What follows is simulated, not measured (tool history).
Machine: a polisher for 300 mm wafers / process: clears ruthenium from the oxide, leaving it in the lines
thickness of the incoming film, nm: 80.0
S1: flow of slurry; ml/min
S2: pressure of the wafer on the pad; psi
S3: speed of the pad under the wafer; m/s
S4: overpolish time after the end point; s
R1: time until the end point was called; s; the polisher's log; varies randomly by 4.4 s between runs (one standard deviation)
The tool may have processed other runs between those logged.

Run 1, day 0: S1 135 ml/min, S2 1.3 psi, S3 0.76 m/s, S4 17 s. Result: R1 166 s.
Run 2, day 0.212: S1 135 ml/min, S2 1.6 psi, S3 0.76 m/s, S4 17 s. Result: R1 133.21 s.
Run 3, day 0.362: S1 135 ml/min, S2 1.4 psi, S3 0.74 m/s, S4 17 s. Result: R1 152.38 s.
Run 4, day 0.454: S1 135 ml/min, S2 1.4 psi, S3 0.66 m/s, S4 17 s. Result: R1 165.55 s.
Run 5, day 0.492: S1 135 ml/min, S2 1.4 psi, S3 0.66 m/s, S4 19 s. Result: R1 161.44 s.
Run 6, day 0.658: S1 125 ml/min, S2 1.4 psi, S3 0.66 m/s, S4 19 s. Result: R1 168.46 s.

Estimate the outcome of run 7 from the log above:
Run 7, day 0.921: S1 120 ml/min, S2 1.3 psi, S3 0.66 m/s, S4 19 s. Result: R1 ?.

Run 7 gave R1 180.23 s.
